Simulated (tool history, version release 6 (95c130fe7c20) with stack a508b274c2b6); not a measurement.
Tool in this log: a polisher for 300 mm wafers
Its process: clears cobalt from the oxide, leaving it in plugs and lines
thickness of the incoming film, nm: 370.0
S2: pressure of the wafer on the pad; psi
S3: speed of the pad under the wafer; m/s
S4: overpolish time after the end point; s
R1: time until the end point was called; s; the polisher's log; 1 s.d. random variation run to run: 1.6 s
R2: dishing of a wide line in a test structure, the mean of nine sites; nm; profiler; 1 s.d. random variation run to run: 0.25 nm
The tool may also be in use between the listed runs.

Run 1, hour 0: flow of slurry (ml/min) 280, S2 1.9 psi, S3 1.22 m/s, S4 11 s. Result: R1 76.168 s, R2 39.548 nm.
Run 2, hour 4: flow of slurry (ml/min) 215, S2 1.9 psi, S3 1.22 m/s, S4 11 s. Result: R1 78.749 s, R2 38.587 nm.
Run 3, hour 7.5: flow of slurry (ml/min) 220, S2 1.9 psi, S3 1.22 m/s, S4 9 s. Result: R1 75.706 s, R2 33.302 nm.
Run 4, hour 11.9: flow of slurry (ml/min) 220, S2 1.8 psi, S3 1.22 m/s, S4 8 s. Result: R1 78.79 s, R2 29.385 nm.
Run 5, hour 13.8: flow of slurry (ml/min) 220, S2 2.2 psi, S3 1.22 m/s, S4 8 s. Result: R1 66.238 s, R2 33.451 nm.
Run 6, hour 17.5: flow of slurry (ml/min) 220, S2 2.2 psi, S3 0.94 m/s, S4 8 s. Result: R1 86.574 s, R2 27.423 nm.
Run 7, hour 18.7: flow of slurry (ml/min) 220, S2 2.2 psi, S3 0.94 m/s, S4 8 s. Result: R1 84.02 s, R2 27.787 nm.
Run 8, hour 24.9: flow of slurry (ml/min) 220, S2 2.2 psi, S3 0.94 m/s, S4 7 s. Result: R1 86.184 s, R2 24.824 nm.

Predict the results of run 9:
Run 9, hour 26.4: flow of slurry (ml/min) 220, S2 2.2 psi, S3 0.94 m/s, S4 7 s. Result: R1 ?, R2 ?.

{"run 9": {"R1": 84.032, "R2": 25.236}}

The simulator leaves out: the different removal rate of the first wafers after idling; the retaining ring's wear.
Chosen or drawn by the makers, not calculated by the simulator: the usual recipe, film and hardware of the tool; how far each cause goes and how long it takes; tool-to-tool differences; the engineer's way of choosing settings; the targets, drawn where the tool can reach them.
